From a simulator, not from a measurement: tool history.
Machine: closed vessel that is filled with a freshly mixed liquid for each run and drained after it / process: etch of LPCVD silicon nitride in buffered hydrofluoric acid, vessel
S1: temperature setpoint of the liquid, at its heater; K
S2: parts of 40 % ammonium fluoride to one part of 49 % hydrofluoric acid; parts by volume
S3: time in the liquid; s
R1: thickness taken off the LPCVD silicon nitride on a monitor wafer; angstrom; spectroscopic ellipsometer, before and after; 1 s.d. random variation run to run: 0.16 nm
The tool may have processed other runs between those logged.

run 1 day=0 | S1=295.15 S2=19 S3=1310 | R1=91.509
run 2 day=0.038 | S1=297.65 S2=16 S3=1315 | R1=123.72
run 3 day=0.242 | S1=297.65 S2=16 S3=1310 | R1=122.43
run 4 day=0.392 | S1=297.65 S2=20 S3=1310 | R1=97.847
run 5 day=0.496 | S1=299.15 S2=17 S3=1315 | R1=127.52
run 6 day=0.842 | S1=299.15 S2=17 S3=1410 | R1=135.74
run 7 day=0.938 | S1=300.65 S2=15.5 S3=1410 | R1=160.46
run 8 day=0.983 | S1=301.65 S2=14.5 S3=1410 | R1=179.21
run 9 day=1.346 | S1=302.15 S2=14 S3=1410 | R1=191.72

Run 10 is up next; what results do you expect?
run 10 day=1.5 | S1=302.65 S2=13.5 S3=1410 | R1=?

{"run 10": {"R1": 204.6}}
